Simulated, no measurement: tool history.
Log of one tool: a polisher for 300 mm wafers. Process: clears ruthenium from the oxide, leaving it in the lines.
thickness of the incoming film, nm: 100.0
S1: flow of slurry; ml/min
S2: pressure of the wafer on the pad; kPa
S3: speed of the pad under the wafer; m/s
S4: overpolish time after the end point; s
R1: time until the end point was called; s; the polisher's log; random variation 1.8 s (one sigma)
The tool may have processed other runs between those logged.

Run 1, hour 0.0: S1 280 ml/min, S2 11.0 kPa, S3 0.88 m/s, S4 8 s. Result: R1 113.80 s.
Run 2, hour 4.0: S1 280 ml/min, S2 9.7 kPa, S3 0.88 m/s, S4 8 s. Result: R1 129.87 s.
Run 3, hour 9.4: S1 280 ml/min, S2 9.0 kPa, S3 0.88 m/s, S4 8 s. Result: R1 136.72 s.
Run 4, hour 15.3: S1 280 ml/min, S2 6.2 kPa, S3 0.88 m/s, S4 8 s. Result: R1 184.17 s.
Run 5, hour 18.7: S1 280 ml/min, S2 6.2 kPa, S3 0.78 m/s, S4 8 s. Result: R1 204.06 s.
Run 6, hour 25.6: S1 280 ml/min, S2 6.9 kPa, S3 0.78 m/s, S4 8 s. Result: R1 192.20 s.

Run 7 comes next. What will it give?
Run 7, hour 30.8: S1 280 ml/min, S2 7.6 kPa, S3 0.78 m/s, S4 8 s. Result: R1 ?.

Run 7 produced R1 180.99 s.
